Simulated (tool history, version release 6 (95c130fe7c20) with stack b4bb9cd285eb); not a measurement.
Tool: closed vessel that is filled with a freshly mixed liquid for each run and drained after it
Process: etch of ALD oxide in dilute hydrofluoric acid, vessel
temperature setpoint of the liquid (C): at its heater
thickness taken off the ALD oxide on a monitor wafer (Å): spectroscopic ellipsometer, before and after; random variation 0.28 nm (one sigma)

run	hour	temperature setpoint of the liquid (C)	parts of water to one part of 49 % hydrofluoric acid (parts by volume)	time in the liquid (s)	thickness taken off the ALD oxide on a monitor wafer (Å)
1	0.0	21.0	110	980	687.64
2	1.9	20.5	110	980	666.68
3	10.3	20.5	110	980	665.63
4	16.8	24.0	110	980	768.43
5	22.9	23.5	110	980	745.76
6	24.8	23.5	110	980	755.57
7	33.1	23.0	110	980	747.08
8	40.0	22.5	110	980	726.29
9	41.8	22.0	110	980	715.83

Forecast run 10:
# hour 44.3: hydrofluoric acid flow meter replaced
10	44.3	18.0	130	980	?

{"run 10": {"thickness taken off the ALD oxide on a monitor wafer (Å)": 536.81}}
